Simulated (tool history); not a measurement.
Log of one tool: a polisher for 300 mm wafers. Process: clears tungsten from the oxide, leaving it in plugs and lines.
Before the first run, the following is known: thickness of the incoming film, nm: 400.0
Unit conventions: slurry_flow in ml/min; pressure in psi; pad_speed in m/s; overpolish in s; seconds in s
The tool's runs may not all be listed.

run 1 hour=0.0 | slurry_flow=135 pressure=2.4 pad_speed=1.24 slurry_solids=1.0 overpolish=26 | seconds=138.950
run 2 hour=8.6 | slurry_flow=135 pressure=2.9 pad_speed=1.24 slurry_solids=1.0 overpolish=26 | seconds=116.700
run 3 hour=14.5 | slurry_flow=135 pressure=2.6 pad_speed=1.24 slurry_solids=1.0 overpolish=26 | seconds=131.080
run 4 hour=15.7 | slurry_flow=140 pressure=3.0 pad_speed=1.28 slurry_solids=1.0 overpolish=26 | seconds=109.750
run 5 hour=19.8 | slurry_flow=140 pressure=3.2 pad_speed=1.34 slurry_solids=1.0 overpolish=26 | seconds=96.428
run 6 hour=26.0 | slurry_flow=140 pressure=3.2 pad_speed=1.34 slurry_solids=1.0 overpolish=28 | seconds=96.145
run 7 hour=34.2 | slurry_flow=140 pressure=3.4 pad_speed=1.36 slurry_solids=1.0 overpolish=28 | seconds=91.848

Expected results for the next run?
run 8 hour=36.9 | slurry_flow=145 pressure=3.5 pad_speed=1.38 slurry_solids=1.0 overpolish=28 | seconds=?

Run 8 yielded seconds 86.713 s.
